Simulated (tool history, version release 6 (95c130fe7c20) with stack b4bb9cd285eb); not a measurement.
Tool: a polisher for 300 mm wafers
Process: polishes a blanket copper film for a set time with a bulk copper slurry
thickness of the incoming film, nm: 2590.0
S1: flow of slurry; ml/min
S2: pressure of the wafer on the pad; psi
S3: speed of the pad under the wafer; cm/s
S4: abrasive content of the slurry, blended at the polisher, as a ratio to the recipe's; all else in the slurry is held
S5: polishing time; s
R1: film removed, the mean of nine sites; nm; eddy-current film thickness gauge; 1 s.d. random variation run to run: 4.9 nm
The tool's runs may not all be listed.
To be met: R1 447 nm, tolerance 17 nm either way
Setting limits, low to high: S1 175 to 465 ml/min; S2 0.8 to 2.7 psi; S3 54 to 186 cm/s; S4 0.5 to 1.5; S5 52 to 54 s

{"run": 1, "day": 0.0, "S1": 295, "S2": 1.7, "S3": 118, "S4": 1, "S5": 52, "R1": 291.31}
{"run": 2, "day": 0.042, "S1": 295, "S2": 1.9, "S3": 118, "S4": 1, "S5": 52, "R1": 317.71}
{"run": 3, "day": 0.342, "S1": 295, "S2": 2.1, "S3": 118, "S4": 1, "S5": 52, "R1": 337.96}
{"run": 4, "day": 0.658, "S1": 295, "S2": 2.2, "S3": 120, "S4": 1, "S5": 52, "R1": 344.53}
{"run": 5, "day": 0.708, "S1": 235, "S2": 2.2, "S3": 120, "S4": 1, "S5": 52, "R1": 337.34}
{"run": 6, "day": 1.062, "S1": 255, "S2": 2.3, "S3": 122, "S4": 1, "S5": 52, "R1": 367.63}
{"run": 7, "day": 1.392, "S1": 260, "S2": 2.7, "S3": 124, "S4": 1, "S5": 52, "R1": 428.96}
{"run": 8, "day": 1.55, "S1": 260, "S2": 2.7, "S3": 126, "S4": 1, "S5": 52, "R1": 424.74}

Which single option among these 5 for the next run brings every result within its allowed miss of target? Just one does.
{"run": "A", "day": 1.708, "S1": 315, "S2": 2.7, "S3": 138, "S4": 1, "S5": 54, "R1": "?"}
{"run": "B", "day": 1.708, "S1": 340, "S2": 2.5, "S3": 134, "S4": 1.05, "S5": 54, "R1": "?"}
{"run": "C", "day": 1.708, "S1": 225, "S2": 2.6, "S3": 164, "S4": 1, "S5": 53, "R1": "?"}
{"run": "D", "day": 1.708, "S1": 310, "S2": 2.5, "S3": 110, "S4": 1, "S5": 54, "R1": "?"}
{"run": "E", "day": 1.708, "S1": 225, "S2": 2.7, "S3": 146, "S4": 0.95, "S5": 54, "R1": "?"}

move=A R1=490.09
move=B R1=457.45
move=C R1=514.46
move=D R1=387.53
move=E R1=488.12
A: takes the biggest miss from the last run beyond its target
B: in spec on every target
C: takes the biggest miss from the last run beyond its target
D: lands further from the targets than the last run did
E: takes the biggest miss from the last run beyond its target
Go with B: it meets all targets.
